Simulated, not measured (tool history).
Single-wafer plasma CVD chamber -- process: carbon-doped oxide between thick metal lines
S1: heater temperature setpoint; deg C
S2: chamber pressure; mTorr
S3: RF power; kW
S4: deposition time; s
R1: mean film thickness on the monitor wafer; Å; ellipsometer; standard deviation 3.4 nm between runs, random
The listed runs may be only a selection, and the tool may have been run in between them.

run	hour	S1	S2	S3	S4	R1
1	0.0	330	5280	0.475	231	11316
2	7.3	330	5280	0.475	238	11791
3	12.0	332	5020	0.465	238	11340
4	15.7	332	5020	0.465	238	11354
5	19.5	332	5020	0.465	238	11345
6	22.6	332	5020	0.465	231	11053
7	27.6	334	4870	0.460	231	10768
8	29.8	335	4790	0.460	231	10734
9	31.5	336	4700	0.460	231	10643

Predict the results of run 10:
10	32.4	336	4700	0.460	231	?

For run 10 the tool returned R1 10707 Å.
